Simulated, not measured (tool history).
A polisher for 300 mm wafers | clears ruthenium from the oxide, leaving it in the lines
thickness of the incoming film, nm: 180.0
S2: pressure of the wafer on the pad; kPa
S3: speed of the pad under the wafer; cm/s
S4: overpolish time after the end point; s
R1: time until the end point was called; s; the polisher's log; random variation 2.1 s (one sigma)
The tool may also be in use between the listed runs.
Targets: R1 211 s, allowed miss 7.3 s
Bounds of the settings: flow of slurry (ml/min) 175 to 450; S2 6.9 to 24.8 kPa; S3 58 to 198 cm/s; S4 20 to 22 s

{"run": 1, "hour": 0.0, "flow of slurry (ml/min)": 290, "S2": 15.9, "S3": 128, "S4": 20, "R1": 91.994}
{"run": 2, "hour": 6.6, "flow of slurry (ml/min)": 290, "S2": 15.9, "S3": 108, "S4": 20, "R1": 111.13}
{"run": 3, "hour": 7.2, "flow of slurry (ml/min)": 290, "S2": 12.4, "S3": 108, "S4": 20, "R1": 139.97}
{"run": 4, "hour": 8.7, "flow of slurry (ml/min)": 325, "S2": 12.4, "S3": 108, "S4": 20, "R1": 137.53}
{"run": 5, "hour": 11.7, "flow of slurry (ml/min)": 325, "S2": 12.4, "S3": 124, "S4": 20, "R1": 118.39}
{"run": 6, "hour": 17.4, "flow of slurry (ml/min)": 325, "S2": 12.4, "S3": 124, "S4": 20, "R1": 120.79}
{"run": 7, "hour": 23.9, "flow of slurry (ml/min)": 325, "S2": 11, "S3": 118, "S4": 20, "R1": 137.95}
{"run": 8, "hour": 28.2, "flow of slurry (ml/min)": 325, "S2": 9.7, "S3": 114, "S4": 20, "R1": 165.46}
{"run": 9, "hour": 32.6, "flow of slurry (ml/min)": 310, "S2": 9, "S3": 114, "S4": 20, "R1": 179.78}
{"run": 10, "hour": 34.4, "flow of slurry (ml/min)": 285, "S2": 9, "S3": 114, "S4": 20, "R1": 177.34}
{"run": 11, "hour": 38.0, "flow of slurry (ml/min)": 275, "S2": 8.3, "S3": 114, "S4": 20, "R1": 199.77}
{"run": 12, "hour": 38.9, "flow of slurry (ml/min)": 265, "S2": 8.3, "S3": 114, "S4": 20, "R1": 196.97}
{"run": 13, "hour": 40.0, "flow of slurry (ml/min)": 255, "S2": 8.3, "S3": 114, "S4": 20, "R1": 194.77}
{"run": 14, "hour": 43.4, "flow of slurry (ml/min)": 245, "S2": 8.3, "S3": 114, "S4": 20, "R1": 196.86}

4 next moves are on the table. One of them brings every result within its allowed miss. Which?
{"run": "A", "hour": 46.8, "flow of slurry (ml/min)": 220, "S2": 8.3, "S3": 122, "S4": 20, "R1": "?"}
{"run": "B", "hour": 46.8, "flow of slurry (ml/min)": 205, "S2": 8.3, "S3": 120, "S4": 22, "R1": "?"}
{"run": "C", "hour": 46.8, "flow of slurry (ml/min)": 175, "S2": 6.9, "S3": 148, "S4": 20, "R1": "?"}
{"run": "D", "hour": 46.8, "flow of slurry (ml/min)": 265, "S2": 7.6, "S3": 114, "S4": 20, "R1": "?"}

move=A R1=190.33
move=B R1=195.43
move=C R1=194.36
move=D R1=215.45
A: further off than the last run
B: further off than the last run
C: further off than the last run
D: meets every target
The right move is D.

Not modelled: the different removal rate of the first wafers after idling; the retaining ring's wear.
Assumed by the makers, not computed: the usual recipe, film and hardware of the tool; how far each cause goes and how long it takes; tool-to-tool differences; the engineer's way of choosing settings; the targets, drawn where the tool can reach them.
